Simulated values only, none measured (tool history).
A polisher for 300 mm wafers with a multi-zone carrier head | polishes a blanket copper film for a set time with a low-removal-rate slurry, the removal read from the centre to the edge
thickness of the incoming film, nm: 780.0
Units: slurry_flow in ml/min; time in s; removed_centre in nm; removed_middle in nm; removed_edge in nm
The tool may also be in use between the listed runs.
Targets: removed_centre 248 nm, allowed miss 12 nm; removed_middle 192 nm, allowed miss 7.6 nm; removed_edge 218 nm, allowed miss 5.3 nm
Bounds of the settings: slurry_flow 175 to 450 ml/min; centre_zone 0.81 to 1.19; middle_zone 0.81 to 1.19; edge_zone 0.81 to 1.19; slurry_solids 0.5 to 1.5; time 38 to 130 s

run,hour,slurry_flow,centre_zone,middle_zone,edge_zone,slurry_solids,time,removed_centre,removed_middle,removed_edge
1,0,290,1,1,1,1,84,146.45,143.51,145.67
2,1.5,290,1,1,1,0.9,84,144.24,141.25,143.54
3,4.7,290,1,1,1,1,84,147.5,143.45,146.16
4,6,295,1.03,0.99,1.03,1.1,88,162.33,150.2,160.52
5,11.8,345,1.03,0.99,1.03,1.1,88,166.18,153.73,160.32
6,17.1,345,1.03,0.99,1.03,0.9,88,156.69,147.51,154.81
7,19.4,345,1.06,0.99,1.05,1,91,173.79,157.99,165.82
8,20.3,345,1.08,0.99,1.07,1.1,93,181.34,161.32,172.25
9,23.6,350,1.1,0.98,1.08,1.2,96,191.73,169.36,179.82
10,24.6,355,1.12,0.96,1.09,1.25,99,208.39,173.91,189.06
11,31.2,355,1.13,0.95,1.1,1.3,101,214.7,177.93,195.71
12,34.8,355,1.14,0.95,1.11,1.35,102,216.48,178.88,197.53
13,41,360,1.15,0.94,1.12,1.35,103,225.94,179.33,203.43
14,44.9,365,1.16,0.94,1.13,1.4,104,226.66,183.76,209.9

Which of these 5 next moves meets every target?
A,48.8,330,1.1,1.02,0.98,1.5,110,?,?,?
B,48.8,400,1.16,0.99,1.1,1.4,109,?,?,?
C,48.8,350,1.19,0.87,1.18,1.45,106,?,?,?
D,48.8,395,1.18,0.93,1.13,1.45,107,?,?,?
E,48.8,395,1.18,0.89,1.09,1.35,104,?,?,?

move,removed_centre,removed_middle,removed_edge
A,233.06,215.62,206.7
B,244.46,208.63,215.67
C,242.54,181.45,217.03
D,245.58,195.56,216.04
E,235.07,180.54,203.46
A: further off than the last run
B: brings the result that was furthest off to its target, and leaves another outside
C: brings the result that was furthest off to its target, and leaves another outside
D: meets every target
E: further off than the last run
The right move is D.
